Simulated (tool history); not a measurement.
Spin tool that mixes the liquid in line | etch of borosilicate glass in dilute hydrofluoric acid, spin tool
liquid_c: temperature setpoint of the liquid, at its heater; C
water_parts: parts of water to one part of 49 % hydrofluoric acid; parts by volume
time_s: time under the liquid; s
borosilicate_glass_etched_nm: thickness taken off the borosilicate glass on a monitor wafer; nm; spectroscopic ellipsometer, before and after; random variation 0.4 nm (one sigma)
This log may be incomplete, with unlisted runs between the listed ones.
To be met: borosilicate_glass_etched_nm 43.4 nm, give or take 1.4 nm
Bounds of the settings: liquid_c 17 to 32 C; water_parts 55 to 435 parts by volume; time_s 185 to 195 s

run 1 hour=0 | liquid_c=24 water_parts=245 time_s=185 | borosilicate_glass_etched_nm=17.387
run 2 hour=7.9 | liquid_c=22 water_parts=245 time_s=185 | borosilicate_glass_etched_nm=16.593
run 3 hour=11 | liquid_c=22 water_parts=245 time_s=195 | borosilicate_glass_etched_nm=17.322
run 4 hour=14.5 | liquid_c=23.5 water_parts=225 time_s=195 | borosilicate_glass_etched_nm=20.359
run 5 hour=23.3 | liquid_c=23.5 water_parts=225 time_s=185 | borosilicate_glass_etched_nm=19.218
run 6 hour=27 | liquid_c=23.5 water_parts=290 time_s=185 | borosilicate_glass_etched_nm=14.207
run 7 hour=30.5 | liquid_c=24.5 water_parts=260 time_s=185 | borosilicate_glass_etched_nm=16.693
run 8 hour=31.2 | liquid_c=25.5 water_parts=235 time_s=185 | borosilicate_glass_etched_nm=19.37
run 9 hour=34.7 | liquid_c=26.5 water_parts=215 time_s=185 | borosilicate_glass_etched_nm=22.779
run 10 hour=36.4 | liquid_c=27.5 water_parts=200 time_s=185 | borosilicate_glass_etched_nm=25.447
run 11 hour=37.4 | liquid_c=28 water_parts=190 time_s=185 | borosilicate_glass_etched_nm=27.623
run 12 hour=44 | liquid_c=32 water_parts=120 time_s=185 | borosilicate_glass_etched_nm=56.633
run 13 hour=51.1 | liquid_c=28 water_parts=120 time_s=185 | borosilicate_glass_etched_nm=48.174
run 14 hour=56 | liquid_c=27.5 water_parts=120 time_s=185 | borosilicate_glass_etched_nm=48.147

Of the 5 settings listed for the next run, only one would bring every result within its allowed miss of target. Which one?
run A hour=60.9 | liquid_c=28 water_parts=105 time_s=185 | borosilicate_glass_etched_nm=?
run B hour=60.9 | liquid_c=32 water_parts=135 time_s=190 | borosilicate_glass_etched_nm=?
run C hour=60.9 | liquid_c=28 water_parts=130 time_s=185 | borosilicate_glass_etched_nm=?
run D hour=60.9 | liquid_c=26 water_parts=120 time_s=195 | borosilicate_glass_etched_nm=?
run E hour=60.9 | liquid_c=28 water_parts=120 time_s=195 | borosilicate_glass_etched_nm=?

move=A borosilicate_glass_etched_nm=55.264
move=B borosilicate_glass_etched_nm=49.098
move=C borosilicate_glass_etched_nm=43.195
move=D borosilicate_glass_etched_nm=46.317
move=E borosilicate_glass_etched_nm=49.969
A: the biggest miss grows against the last run
B: the biggest miss grows against the last run
C: meets every target
D: closes in on the targets versus the last run, not all within tolerance yet
E: the biggest miss grows against the last run
The right move is C.

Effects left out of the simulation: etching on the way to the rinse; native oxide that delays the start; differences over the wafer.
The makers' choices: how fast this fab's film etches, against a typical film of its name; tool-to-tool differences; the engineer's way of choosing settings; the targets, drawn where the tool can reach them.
